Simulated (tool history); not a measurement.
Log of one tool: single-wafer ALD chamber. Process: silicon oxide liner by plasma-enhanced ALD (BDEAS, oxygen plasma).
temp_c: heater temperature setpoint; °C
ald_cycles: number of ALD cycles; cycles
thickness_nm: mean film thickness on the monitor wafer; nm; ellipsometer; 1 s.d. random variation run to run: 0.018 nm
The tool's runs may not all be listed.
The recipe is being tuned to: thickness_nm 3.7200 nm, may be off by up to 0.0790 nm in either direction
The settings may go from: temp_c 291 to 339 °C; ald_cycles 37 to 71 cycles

run 1 hour=0.0 | temp_c=315 ald_cycles=54 | thickness_nm=4.5563
run 2 hour=6.0 | temp_c=315 ald_cycles=52 | thickness_nm=4.4456
run 3 hour=11.4 | temp_c=315 ald_cycles=59 | thickness_nm=4.9918
run 4 hour=12.9 | temp_c=315 ald_cycles=56 | thickness_nm=4.7474
run 5 hour=20.5 | temp_c=315 ald_cycles=48 | thickness_nm=4.0786
run 6 hour=22.0 | temp_c=315 ald_cycles=47 | thickness_nm=3.9927
run 7 hour=28.9 | temp_c=315 ald_cycles=46 | thickness_nm=3.8825
run 8 hour=33.7 | temp_c=315 ald_cycles=45 | thickness_nm=3.8356
run 9 hour=35.2 | temp_c=316 ald_cycles=43 | thickness_nm=3.6353
run 10 hour=36.9 | temp_c=316 ald_cycles=43 | thickness_nm=3.6398

Which one of the following 4 next-run settings gets every result inside its allowed miss? There is exactly one.
run A hour=38.6 | temp_c=315 ald_cycles=44 | thickness_nm=?
run B hour=38.6 | temp_c=315 ald_cycles=42 | thickness_nm=?
run C hour=38.6 | temp_c=316 ald_cycles=41 | thickness_nm=?
run D hour=38.6 | temp_c=327 ald_cycles=43 | thickness_nm=?

move=A thickness_nm=3.7411
move=B thickness_nm=3.5711
move=C thickness_nm=3.4804
move=D thickness_nm=3.5847
A: hits every target within its allowed miss
B: misses by more than the last run did
C: misses by more than the last run did
D: misses by more than the last run did
So the answer is move A, the one that meets all the targets.
